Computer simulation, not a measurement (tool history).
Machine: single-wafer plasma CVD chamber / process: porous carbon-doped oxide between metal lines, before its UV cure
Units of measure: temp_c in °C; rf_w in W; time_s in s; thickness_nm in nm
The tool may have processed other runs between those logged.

run 1 hour=0 | temp_c=295 rf_w=505 time_s=51.3 | thickness_nm=257.09
run 2 hour=7.4 | temp_c=293 rf_w=505 time_s=51.3 | thickness_nm=260.86
run 3 hour=8.2 | temp_c=291 rf_w=505 time_s=51.3 | thickness_nm=262.03
run 4 hour=10.4 | temp_c=291 rf_w=505 time_s=51.3 | thickness_nm=263.57
run 5 hour=13.3 | temp_c=291 rf_w=450 time_s=51.3 | thickness_nm=243.52
run 6 hour=16.8 | temp_c=291 rf_w=510 time_s=51.3 | thickness_nm=265.09
run 7 hour=17.8 | temp_c=289 rf_w=510 time_s=51.3 | thickness_nm=267.79

The next listed run, before its measurement:
-- hour=19 thermocouple changed; heater temperature recalibrated
run 8 hour=19 | temp_c=288 rf_w=510 time_s=51.3 | thickness_nm=?

Run 8 measured thickness_nm 274.85 nm.

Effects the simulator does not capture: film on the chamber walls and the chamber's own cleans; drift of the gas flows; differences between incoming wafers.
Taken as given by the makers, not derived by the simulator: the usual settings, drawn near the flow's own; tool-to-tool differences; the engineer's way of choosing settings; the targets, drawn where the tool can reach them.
